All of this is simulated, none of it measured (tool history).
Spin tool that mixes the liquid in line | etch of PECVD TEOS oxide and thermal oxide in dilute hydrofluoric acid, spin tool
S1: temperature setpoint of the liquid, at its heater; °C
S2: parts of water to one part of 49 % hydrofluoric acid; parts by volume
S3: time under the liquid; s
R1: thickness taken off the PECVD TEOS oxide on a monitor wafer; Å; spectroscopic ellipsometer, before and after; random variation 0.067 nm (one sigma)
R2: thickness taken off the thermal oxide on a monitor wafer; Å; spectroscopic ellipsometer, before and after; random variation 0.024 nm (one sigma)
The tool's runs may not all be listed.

{"run": 1, "hour": 0.0, "S1": 25, "S2": 135, "S3": 180, "R1": 216.82, "R2": 75.514}
{"run": 2, "hour": 3.2, "S1": 22, "S2": 135, "S3": 180, "R1": 193.3, "R2": 67.092}
{"run": 3, "hour": 5.5, "S1": 20.5, "S2": 135, "S3": 180, "R1": 183.95, "R2": 62.306}
{"run": 4, "hour": 10.0, "S1": 20.5, "S2": 135, "S3": 145, "R1": 146.06, "R2": 51.587}
{"run": 5, "hour": 15.2, "S1": 20.5, "S2": 135, "S3": 170, "R1": 173.52, "R2": 59.829}
{"run": 6, "hour": 22.8, "S1": 20.5, "S2": 135, "S3": 200, "R1": 201.67, "R2": 70.937}
{"run": 7, "hour": 25.5, "S1": 20, "S2": 155, "S3": 200, "R1": 169.86, "R2": 59.031}
{"run": 8, "hour": 34.0, "S1": 19.5, "S2": 170, "S3": 200, "R1": 146.39, "R2": 51.68}

Run 9 comes next. What will it give?
{"run": 9, "hour": 40.2, "S1": 19, "S2": 180, "S3": 200, "R1": "?", "R2": "?"}

{"run 9": {"R1": 137.86, "R2": 48.514}}

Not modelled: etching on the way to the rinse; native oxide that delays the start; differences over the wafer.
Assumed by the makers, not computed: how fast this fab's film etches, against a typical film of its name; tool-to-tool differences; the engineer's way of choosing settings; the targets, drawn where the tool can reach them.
